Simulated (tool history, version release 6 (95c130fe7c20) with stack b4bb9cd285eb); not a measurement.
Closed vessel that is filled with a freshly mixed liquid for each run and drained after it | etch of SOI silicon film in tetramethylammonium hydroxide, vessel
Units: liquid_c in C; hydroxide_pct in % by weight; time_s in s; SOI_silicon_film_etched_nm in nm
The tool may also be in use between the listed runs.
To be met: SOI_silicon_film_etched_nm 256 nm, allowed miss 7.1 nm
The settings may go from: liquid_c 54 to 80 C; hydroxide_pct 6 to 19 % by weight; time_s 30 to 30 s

{"run": 1, "day": 0.0, "liquid_c": 67, "hydroxide_pct": 12.5, "time_s": 30, "SOI_silicon_film_etched_nm": 160.23}
{"run": 2, "day": 0.125, "liquid_c": 69.5, "hydroxide_pct": 12.5, "time_s": 30, "SOI_silicon_film_etched_nm": 186.98}
{"run": 3, "day": 0.358, "liquid_c": 72.5, "hydroxide_pct": 12.5, "time_s": 30, "SOI_silicon_film_etched_nm": 221.08}
{"run": 4, "day": 0.608, "liquid_c": 70, "hydroxide_pct": 12.5, "time_s": 30, "SOI_silicon_film_etched_nm": 191.98}
{"run": 5, "day": 0.908, "liquid_c": 72.5, "hydroxide_pct": 12.5, "time_s": 30, "SOI_silicon_film_etched_nm": 222.97}
{"run": 6, "day": 1.138, "liquid_c": 72.5, "hydroxide_pct": 10, "time_s": 30, "SOI_silicon_film_etched_nm": 238.77}
{"run": 7, "day": 1.175, "liquid_c": 72.5, "hydroxide_pct": 10, "time_s": 30, "SOI_silicon_film_etched_nm": 239.97}
{"run": 8, "day": 1.358, "liquid_c": 73, "hydroxide_pct": 10, "time_s": 30, "SOI_silicon_film_etched_nm": 247.93}

Which of these 4 next moves meets every target?
{"run": "A", "day": 1.542, "liquid_c": 72, "hydroxide_pct": 10, "time_s": 30, "SOI_silicon_film_etched_nm": "?"}
{"run": "B", "day": 1.542, "liquid_c": 73.5, "hydroxide_pct": 8.5, "time_s": 30, "SOI_silicon_film_etched_nm": "?"}
{"run": "C", "day": 1.542, "liquid_c": 75.5, "hydroxide_pct": 10.5, "time_s": 30, "SOI_silicon_film_etched_nm": "?"}
{"run": "D", "day": 1.542, "liquid_c": 74.5, "hydroxide_pct": 11.5, "time_s": 30, "SOI_silicon_film_etched_nm": "?"}

move=A SOI_silicon_film_etched_nm=233.77
move=B SOI_silicon_film_etched_nm=271.05
move=C SOI_silicon_film_etched_nm=281.3
move=D SOI_silicon_film_etched_nm=257.15
A: further off than the last run
B: takes the result that was furthest off past its target
C: takes the result that was furthest off past its target
D: meets every target
The right move is D.

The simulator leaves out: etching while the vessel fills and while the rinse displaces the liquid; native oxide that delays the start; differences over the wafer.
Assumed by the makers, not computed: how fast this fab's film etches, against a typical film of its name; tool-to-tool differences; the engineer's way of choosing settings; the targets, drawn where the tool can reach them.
